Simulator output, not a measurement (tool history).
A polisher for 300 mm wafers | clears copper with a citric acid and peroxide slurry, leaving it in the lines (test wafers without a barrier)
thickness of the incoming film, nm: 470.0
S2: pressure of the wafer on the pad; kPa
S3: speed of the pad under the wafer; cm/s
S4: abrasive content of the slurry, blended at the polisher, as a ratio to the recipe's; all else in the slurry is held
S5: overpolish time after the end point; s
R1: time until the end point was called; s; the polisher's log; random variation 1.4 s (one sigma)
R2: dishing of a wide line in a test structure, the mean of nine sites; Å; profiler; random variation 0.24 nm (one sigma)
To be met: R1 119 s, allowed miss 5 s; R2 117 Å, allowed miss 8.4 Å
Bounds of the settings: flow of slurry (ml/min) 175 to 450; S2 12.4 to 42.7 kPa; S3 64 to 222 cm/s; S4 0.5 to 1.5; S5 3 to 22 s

{"run": 1, "hour": 0.0, "flow of slurry (ml/min)": 290, "S2": 27.6, "S3": 142, "S4": 1, "S5": 11, "R1": 87.177, "R2": 130.27}
{"run": 2, "hour": 4.4, "flow of slurry (ml/min)": 345, "S2": 27.6, "S3": 142, "S4": 1, "S5": 11, "R1": 83.148, "R2": 127.53}
{"run": 3, "hour": 6.2, "flow of slurry (ml/min)": 340, "S2": 26.2, "S3": 142, "S4": 1, "S5": 10, "R1": 88.746, "R2": 123.55}
{"run": 4, "hour": 10.1, "flow of slurry (ml/min)": 335, "S2": 24.8, "S3": 142, "S4": 1, "S5": 10, "R1": 92.45, "R2": 117.93}
{"run": 5, "hour": 15.0, "flow of slurry (ml/min)": 325, "S2": 24.1, "S3": 142, "S4": 1, "S5": 11, "R1": 95.484, "R2": 122.61}
{"run": 6, "hour": 17.0, "flow of slurry (ml/min)": 320, "S2": 23.4, "S3": 142, "S4": 1, "S5": 11, "R1": 98.128, "R2": 123.91}
{"run": 7, "hour": 18.8, "flow of slurry (ml/min)": 320, "S2": 23.4, "S3": 142, "S4": 1, "S5": 11, "R1": 98.982, "R2": 120.88}
{"run": 8, "hour": 22.8, "flow of slurry (ml/min)": 315, "S2": 22.8, "S3": 142, "S4": 1, "S5": 11, "R1": 101.12, "R2": 120.95}
{"run": 9, "hour": 25.6, "flow of slurry (ml/min)": 310, "S2": 22.1, "S3": 142, "S4": 1, "S5": 11, "R1": 100.17, "R2": 121.88}

5 next moves are on the table. One of them brings every result within its allowed miss. Which?
{"run": "A", "hour": 28.4, "flow of slurry (ml/min)": 300, "S2": 18.6, "S3": 112, "S4": 1.2, "S5": 11, "R1": "?", "R2": "?"}
{"run": "B", "hour": 28.4, "flow of slurry (ml/min)": 420, "S2": 13.1, "S3": 164, "S4": 1.05, "S5": 7, "R1": "?", "R2": "?"}
{"run": "C", "hour": 28.4, "flow of slurry (ml/min)": 330, "S2": 21.4, "S3": 100, "S4": 0.95, "S5": 12, "R1": "?", "R2": "?"}
{"run": "D", "hour": 28.4, "flow of slurry (ml/min)": 400, "S2": 18.6, "S3": 124, "S4": 1.1, "S5": 11, "R1": "?", "R2": "?"}
{"run": "E", "hour": 28.4, "flow of slurry (ml/min)": 255, "S2": 20.7, "S3": 104, "S4": 1.05, "S5": 7, "R1": "?", "R2": "?"}

move=A R1=128.44 R2=112.52
move=B R1=128.7 R2=95.256
move=C R1=131.15 R2=114.57
move=D R1=120.73 R2=114.2
move=E R1=131.24 R2=94.843
A: takes the result that was furthest off past its target
B: takes the result that was furthest off past its target
C: takes the result that was furthest off past its target
D: meets every target
E: takes the result that was furthest off past its target
Move D is the one to make.

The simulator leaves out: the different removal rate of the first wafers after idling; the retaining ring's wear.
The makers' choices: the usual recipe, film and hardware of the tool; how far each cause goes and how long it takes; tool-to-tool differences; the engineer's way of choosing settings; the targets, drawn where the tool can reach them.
